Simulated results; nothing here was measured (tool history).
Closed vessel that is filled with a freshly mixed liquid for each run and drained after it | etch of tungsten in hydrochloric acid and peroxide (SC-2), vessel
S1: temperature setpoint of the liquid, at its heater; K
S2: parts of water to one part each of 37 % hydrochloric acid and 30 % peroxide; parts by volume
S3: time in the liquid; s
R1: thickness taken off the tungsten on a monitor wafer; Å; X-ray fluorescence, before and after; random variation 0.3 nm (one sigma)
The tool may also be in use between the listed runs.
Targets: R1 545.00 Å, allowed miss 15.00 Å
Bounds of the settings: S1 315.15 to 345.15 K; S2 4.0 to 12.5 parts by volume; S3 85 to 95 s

| run | hour | S1 | S2 | S3 | R1 |
|---|---|---|---|---|---|
| 1 | 0.0 | 331.15 | 7.0 | 85 | 319.03 |
| 2 | 1.0 | 333.15 | 7.0 | 85 | 362.29 |
| 3 | 5.6 | 333.15 | 9.5 | 85 | 287.71 |
| 4 | 11.5 | 333.15 | 9.5 | 95 | 316.83 |
| 5 | 13.6 | 333.15 | 7.5 | 95 | 380.75 |
| 6 | 19.2 | 334.65 | 7.5 | 95 | 422.18 |
| 7 | 20.1 | 335.65 | 7.5 | 95 | 443.28 |
| 8 | 24.2 | 336.65 | 7.5 | 95 | 478.64 |
| 9 | 32.9 | 337.15 | 7.5 | 95 | 494.15 |
| 10 | 36.4 | 337.65 | 7.5 | 95 | 507.90 |
| 11 | 41.6 | 338.15 | 7.5 | 95 | 524.26 |

4 next moves are on the table. One of them brings every result within its allowed miss. Which?
| A | 46.8 | 341.15 | 9.0 | 90 | ? |
| B | 46.8 | 338.65 | 7.0 | 85 | ? |
| C | 46.8 | 340.65 | 8.0 | 90 | ? |
| D | 46.8 | 338.65 | 7.5 | 90 | ? |

| move | R1 |
|---|---|
| A | 519.79 |
| B | 516.08 |
| C | 554.90 |
| D | 517.68 |
A: further off than the last run
B: further off than the last run
C: meets every target
D: further off than the last run
Answer: C
